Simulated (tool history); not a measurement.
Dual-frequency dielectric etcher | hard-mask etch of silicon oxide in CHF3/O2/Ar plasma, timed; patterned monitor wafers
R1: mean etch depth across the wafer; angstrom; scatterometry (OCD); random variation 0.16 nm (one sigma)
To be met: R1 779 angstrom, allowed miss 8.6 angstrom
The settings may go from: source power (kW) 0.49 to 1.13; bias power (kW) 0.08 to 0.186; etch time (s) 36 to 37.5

run 1 hour=0 | source_power_(kW)=0.81 bias_power_(kW)=0.133 etch_time_(s)=36 | R1=725.56
run 2 hour=6.1 | source_power_(kW)=0.85 bias_power_(kW)=0.134 etch_time_(s)=36 | R1=734.73
run 3 hour=8.6 | source_power_(kW)=0.85 bias_power_(kW)=0.148 etch_time_(s)=36 | R1=747.92
run 4 hour=10.1 | source_power_(kW)=0.88 bias_power_(kW)=0.149 etch_time_(s)=36 | R1=757.97
run 5 hour=14.9 | source_power_(kW)=0.88 bias_power_(kW)=0.13 etch_time_(s)=36 | R1=737.38
run 6 hour=22.8 | source_power_(kW)=0.88 bias_power_(kW)=0.146 etch_time_(s)=36 | R1=758.47
run 7 hour=25.7 | source_power_(kW)=0.9 bias_power_(kW)=0.146 etch_time_(s)=36 | R1=762.96
run 8 hour=28 | source_power_(kW)=0.9 bias_power_(kW)=0.146 etch_time_(s)=36 | R1=764.32

Which of these 5 next moves meets every target?
run A hour=30.3 | source_power_(kW)=0.79 bias_power_(kW)=0.155 etch_time_(s)=37 | R1=?
run B hour=30.3 | source_power_(kW)=0.9 bias_power_(kW)=0.145 etch_time_(s)=37.5 | R1=?
run C hour=30.3 | source_power_(kW)=0.87 bias_power_(kW)=0.13 etch_time_(s)=37 | R1=?
run D hour=30.3 | source_power_(kW)=0.92 bias_power_(kW)=0.138 etch_time_(s)=37 | R1=?
run E hour=30.3 | source_power_(kW)=0.93 bias_power_(kW)=0.15 etch_time_(s)=37 | R1=?

move=A R1=761.96
move=B R1=792.07
move=C R1=756.27
move=D R1=778.83
move=E R1=795.18
A: further off than the last run
B: takes the result that was furthest off past its target
C: further off than the last run
D: meets every target
E: takes the result that was furthest off past its target
Move D is the one to make.
